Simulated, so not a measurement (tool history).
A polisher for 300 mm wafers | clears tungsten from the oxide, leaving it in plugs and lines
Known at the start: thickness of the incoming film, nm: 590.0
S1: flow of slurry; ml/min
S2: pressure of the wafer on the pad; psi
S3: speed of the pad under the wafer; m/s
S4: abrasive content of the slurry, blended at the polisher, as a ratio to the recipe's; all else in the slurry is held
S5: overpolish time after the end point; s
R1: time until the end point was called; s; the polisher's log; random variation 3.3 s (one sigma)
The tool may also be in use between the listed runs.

{"run": 1, "hour": 0.0, "S1": 195, "S2": 4.6, "S3": 1.06, "S4": 1, "S5": 4, "R1": 85.973}
{"run": 2, "hour": 6.5, "S1": 195, "S2": 4.6, "S3": 1.06, "S4": 1, "S5": 4, "R1": 83.454}
{"run": 3, "hour": 14.1, "S1": 195, "S2": 5.1, "S3": 1.06, "S4": 1, "S5": 4, "R1": 76.654}
{"run": 4, "hour": 18.9, "S1": 195, "S2": 5.1, "S3": 0.9, "S4": 1, "S5": 4, "R1": 92.989}
{"run": 5, "hour": 24.7, "S1": 195, "S2": 5.1, "S3": 0.62, "S4": 1, "S5": 4, "R1": 130.03}
{"run": 6, "hour": 25.6, "S1": 195, "S2": 4.7, "S3": 0.6, "S4": 1, "S5": 4, "R1": 146.6}
{"run": 7, "hour": 32.0, "S1": 195, "S2": 4.5, "S3": 0.6, "S4": 1, "S5": 4, "R1": 155.12}
{"run": 8, "hour": 34.7, "S1": 195, "S2": 4.3, "S3": 0.6, "S4": 1, "S5": 4, "R1": 160.13}

Run 9 comes next. What will it give?
{"run": 9, "hour": 36.3, "S1": 195, "S2": 4.3, "S3": 0.6, "S4": 1, "S5": 4, "R1": "?"}

Run 9 gave R1 153.35 s.

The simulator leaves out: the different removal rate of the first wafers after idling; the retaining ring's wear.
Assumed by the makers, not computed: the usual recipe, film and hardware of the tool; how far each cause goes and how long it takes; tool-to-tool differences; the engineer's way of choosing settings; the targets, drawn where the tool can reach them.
